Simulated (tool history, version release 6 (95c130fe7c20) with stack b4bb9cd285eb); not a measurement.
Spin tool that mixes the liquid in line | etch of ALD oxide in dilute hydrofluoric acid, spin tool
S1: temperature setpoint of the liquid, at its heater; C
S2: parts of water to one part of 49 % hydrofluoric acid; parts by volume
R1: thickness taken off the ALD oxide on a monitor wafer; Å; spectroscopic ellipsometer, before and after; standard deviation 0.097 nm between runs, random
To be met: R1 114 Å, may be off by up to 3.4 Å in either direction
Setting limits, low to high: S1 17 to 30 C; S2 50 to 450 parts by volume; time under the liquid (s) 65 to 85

run 1 hour=0 | S1=22 S2=250 time_under_the_liquid_(s)=85 | R1=81.797
run 2 hour=2.1 | S1=22 S2=325 time_under_the_liquid_(s)=85 | R1=59.323
run 3 hour=3.7 | S1=24.5 S2=295 time_under_the_liquid_(s)=85 | R1=73.385
run 4 hour=10.6 | S1=24.5 S2=255 time_under_the_liquid_(s)=85 | R1=87.755
run 5 hour=16.4 | S1=26 S2=255 time_under_the_liquid_(s)=85 | R1=91.651
run 6 hour=24.1 | S1=27 S2=245 time_under_the_liquid_(s)=85 | R1=102.27
run 7 hour=29.5 | S1=28 S2=245 time_under_the_liquid_(s)=85 | R1=104.21
run 8 hour=37.1 | S1=28.5 S2=245 time_under_the_liquid_(s)=85 | R1=105.93
run 9 hour=40.5 | S1=29 S2=245 time_under_the_liquid_(s)=85 | R1=107.82
run 10 hour=47.4 | S1=29 S2=245 time_under_the_liquid_(s)=85 | R1=106.81

Which one of the following 5 next-run settings gets every result inside its allowed miss? There is exactly one.
run A hour=54.3 | S1=29 S2=190 time_under_the_liquid_(s)=65 | R1=?
run B hour=54.3 | S1=29 S2=260 time_under_the_liquid_(s)=85 | R1=?
run C hour=54.3 | S1=30 S2=230 time_under_the_liquid_(s)=85 | R1=?
run D hour=54.3 | S1=28.5 S2=260 time_under_the_liquid_(s)=85 | R1=?
run E hour=54.3 | S1=30 S2=270 time_under_the_liquid_(s)=85 | R1=?

move=A R1=114.35
move=B R1=100.7
move=C R1=121.87
move=D R1=99.022
move=E R1=99.116
A: all results in spec
B: its largest miss is bigger than the last run's
C: moves the result that the last run missed by most past its target, out the other side
D: its largest miss is bigger than the last run's
E: its largest miss is bigger than the last run's
So the answer is move A, the one that meets all the targets.
